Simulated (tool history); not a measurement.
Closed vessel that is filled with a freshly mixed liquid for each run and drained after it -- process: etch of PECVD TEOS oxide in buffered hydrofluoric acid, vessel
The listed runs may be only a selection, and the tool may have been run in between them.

| run | hour | temperature setpoint of the liquid (C) | parts of 40 % ammonium fluoride to one part of 49 % hydrofluoric acid (parts by volume) | time in the liquid (s) | thickness taken off the PECVD TEOS oxide on a monitor wafer (Å) |
|---|---|---|---|---|---|
| 1 | 0.0 | 23.0 | 20.5 | 100 | 1153.5 |
| 2 | 1.7 | 23.0 | 23.0 | 100 | 1095.9 |
| 3 | 3.6 | 24.5 | 23.0 | 100 | 1197.2 |
| 4 | 6.4 | 23.0 | 23.0 | 100 | 1097.1 |
| 5 | 10.9 | 24.5 | 23.0 | 100 | 1189.3 |
| 6 | 18.3 | 24.5 | 23.0 | 110 | 1295.4 |
| 7 | 24.9 | 25.5 | 23.0 | 110 | 1354.8 |

Expected results for the next run?
| 8 | 30.0 | 26.0 | 23.0 | 110 | ? |

{"run 8": {"thickness taken off the PECVD TEOS oxide on a monitor wafer (Å)": 1422.6}}

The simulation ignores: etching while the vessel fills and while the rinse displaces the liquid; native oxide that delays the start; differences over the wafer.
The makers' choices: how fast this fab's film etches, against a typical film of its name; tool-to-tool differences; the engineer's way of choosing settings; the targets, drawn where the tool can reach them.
